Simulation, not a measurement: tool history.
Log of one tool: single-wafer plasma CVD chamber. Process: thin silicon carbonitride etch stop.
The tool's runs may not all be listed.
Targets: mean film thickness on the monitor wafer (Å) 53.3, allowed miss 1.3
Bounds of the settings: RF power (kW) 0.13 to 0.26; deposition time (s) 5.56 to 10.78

run	day	RF power (kW)	deposition time (s)	mean film thickness on the monitor wafer (Å)
1	0	0.195	8.17	45.935
2	0.096	0.17	8.17	44.827
3	0.45	0.16	8.17	43.789
4	0.65	0.17	8.33	45.373
5	0.717	0.19	8.33	47.335
# day 0.975: RF generator calibrated
6	0.975	0.17	8.33	46.67
7	1.038	0.17	8.44	47.286
8	1.246	0.175	8.52	47.547
9	1.383	0.18	8.6	48.316

Which of these 4 next moves meets every target?
A	1.521	0.175	9.89	?
B	1.521	0.185	9.77	?
C	1.521	0.175	10.07	?
D	1.521	0.16	9.71	?

move	mean film thickness on the monitor wafer (Å)
A	55.439
B	55.56
C	56.448
D	53.195
A: takes the result that was furthest off past its target
B: takes the result that was furthest off past its target
C: takes the result that was furthest off past its target
D: meets every target
Move D is the one to make.
